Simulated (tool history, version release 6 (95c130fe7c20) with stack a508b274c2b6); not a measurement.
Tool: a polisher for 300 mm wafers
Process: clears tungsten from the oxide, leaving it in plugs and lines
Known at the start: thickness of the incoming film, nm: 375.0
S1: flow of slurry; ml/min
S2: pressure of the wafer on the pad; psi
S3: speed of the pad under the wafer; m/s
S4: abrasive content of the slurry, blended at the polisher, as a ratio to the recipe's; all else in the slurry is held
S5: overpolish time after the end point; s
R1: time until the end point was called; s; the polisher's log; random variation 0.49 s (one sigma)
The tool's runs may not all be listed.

Run 1, hour 0.0: S1 175 ml/min, S2 3.7 psi, S3 1.14 m/s, S4 1.0, S5 26 s. Result: R1 70.168 s.
Run 2, hour 5.5: S1 175 ml/min, S2 4.4 psi, S3 1.14 m/s, S4 1.0, S5 26 s. Result: R1 58.926 s.
Run 3, hour 13.9: S1 210 ml/min, S2 4.4 psi, S3 1.14 m/s, S4 1.0, S5 26 s. Result: R1 58.347 s.
Run 4, hour 18.2: S1 210 ml/min, S2 4.4 psi, S3 1.14 m/s, S4 0.9, S5 26 s. Result: R1 58.881 s.
Run 5, hour 19.0: S1 210 ml/min, S2 3.6 psi, S3 1.14 m/s, S4 0.9, S5 26 s. Result: R1 71.457 s.
Run 6, hour 21.8: S1 180 ml/min, S2 3.6 psi, S3 1.14 m/s, S4 0.9, S5 26 s. Result: R1 72.814 s.

Run 7 comes next. What will it give?
Run 7, hour 27.7: S1 180 ml/min, S2 3.9 psi, S3 1.14 m/s, S4 0.9, S5 26 s. Result: R1 ?.

R1: 67.059 s
